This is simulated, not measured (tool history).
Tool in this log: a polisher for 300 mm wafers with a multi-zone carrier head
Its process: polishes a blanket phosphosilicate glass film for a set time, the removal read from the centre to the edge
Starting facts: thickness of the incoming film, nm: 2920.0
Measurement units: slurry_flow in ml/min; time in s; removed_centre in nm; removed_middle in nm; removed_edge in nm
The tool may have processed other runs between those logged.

| run | hour | slurry_flow | centre_zone | middle_zone | edge_zone | slurry_solids | time | removed_centre | removed_middle | removed_edge |
|---|---|---|---|---|---|---|---|---|---|---|
| 1 | 0.0 | 285 | 1.00 | 1.00 | 1.00 | 1.00 | 56 | 354.76 | 364.38 | 372.28 |
| 2 | 7.1 | 330 | 1.00 | 1.00 | 1.00 | 1.00 | 56 | 362.33 | 363.25 | 368.26 |
| 3 | 8.1 | 330 | 1.01 | 1.00 | 1.02 | 1.00 | 56 | 365.14 | 368.92 | 373.25 |
| 4 | 9.7 | 330 | 1.02 | 1.00 | 1.04 | 1.00 | 56 | 366.21 | 370.21 | 383.98 |
| 5 | 13.2 | 335 | 1.03 | 1.00 | 1.05 | 1.00 | 56 | 375.63 | 367.62 | 376.45 |
| 6 | 15.4 | 335 | 1.03 | 1.00 | 1.05 | 1.15 | 56 | 385.73 | 391.76 | 392.00 |
| 7 | 20.6 | 335 | 1.04 | 0.99 | 1.06 | 1.15 | 56 | 392.83 | 383.63 | 392.46 |

Run 8 is up next; what results do you expect?
| 8 | 29.4 | 335 | 1.04 | 0.99 | 1.07 | 1.15 | 56 | ? | ? | ? |

Run 8 measured removed_centre 396.05 nm, removed_middle 390.44 nm, removed_edge 402.06 nm.
